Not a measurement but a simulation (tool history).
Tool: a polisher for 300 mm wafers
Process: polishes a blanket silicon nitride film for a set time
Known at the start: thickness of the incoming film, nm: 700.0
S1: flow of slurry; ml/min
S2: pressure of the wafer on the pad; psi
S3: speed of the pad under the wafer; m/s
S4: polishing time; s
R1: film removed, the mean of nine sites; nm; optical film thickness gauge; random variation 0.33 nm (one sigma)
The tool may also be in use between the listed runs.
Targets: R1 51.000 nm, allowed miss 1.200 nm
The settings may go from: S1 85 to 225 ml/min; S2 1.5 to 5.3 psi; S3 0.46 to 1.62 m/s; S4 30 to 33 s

Run 1, day 0.000: S1 145 ml/min, S2 3.4 psi, S3 1.04 m/s, S4 33 s. Result: R1 64.598 nm.
Run 2, day 0.062: S1 145 ml/min, S2 3.4 psi, S3 1.04 m/s, S4 33 s. Result: R1 63.907 nm.
Run 3, day 0.354: S1 145 ml/min, S2 3.4 psi, S3 1.16 m/s, S4 33 s. Result: R1 69.970 nm.
Run 4, day 0.542: S1 145 ml/min, S2 4.0 psi, S3 1.16 m/s, S4 33 s. Result: R1 81.171 nm.
Run 5, day 0.658: S1 140 ml/min, S2 3.8 psi, S3 1.16 m/s, S4 33 s. Result: R1 76.954 nm.
Run 6, day 1.029: S1 140 ml/min, S2 4.6 psi, S3 1.16 m/s, S4 33 s. Result: R1 91.556 nm.
Run 7, day 1.071: S1 135 ml/min, S2 4.3 psi, S3 1.16 m/s, S4 33 s. Result: R1 84.693 nm.
Run 8, day 1.292: S1 130 ml/min, S2 4.1 psi, S3 1.16 m/s, S4 33 s. Result: R1 81.290 nm.
Run 9, day 1.646: S1 130 ml/min, S2 3.9 psi, S3 1.16 m/s, S4 33 s. Result: R1 78.073 nm.

Which of these 5 next moves meets every target?
Run A, day 2.000: S1 140 ml/min, S2 3.4 psi, S3 1.14 m/s, S4 30 s. Result: R1 ?.
Run B, day 2.000: S1 125 ml/min, S2 3.0 psi, S3 1.04 m/s, S4 30 s. Result: R1 ?.
Run C, day 2.000: S1 125 ml/min, S2 3.3 psi, S3 0.86 m/s, S4 30 s. Result: R1 ?.
Run D, day 2.000: S1 180 ml/min, S2 3.1 psi, S3 1.00 m/s, S4 30 s. Result: R1 ?.
Run E, day 2.000: S1 120 ml/min, S2 3.9 psi, S3 0.86 m/s, S4 30 s. Result: R1 ?.

move      R1
   A  62.830
   B  51.213
   C  47.690
   D  54.699
   E  54.558
A: nearer than the last run, and not there yet
B: meets every target
C: takes the result that was furthest off past its target
D: nearer than the last run, and not there yet
E: nearer than the last run, and not there yet
The right move is B.

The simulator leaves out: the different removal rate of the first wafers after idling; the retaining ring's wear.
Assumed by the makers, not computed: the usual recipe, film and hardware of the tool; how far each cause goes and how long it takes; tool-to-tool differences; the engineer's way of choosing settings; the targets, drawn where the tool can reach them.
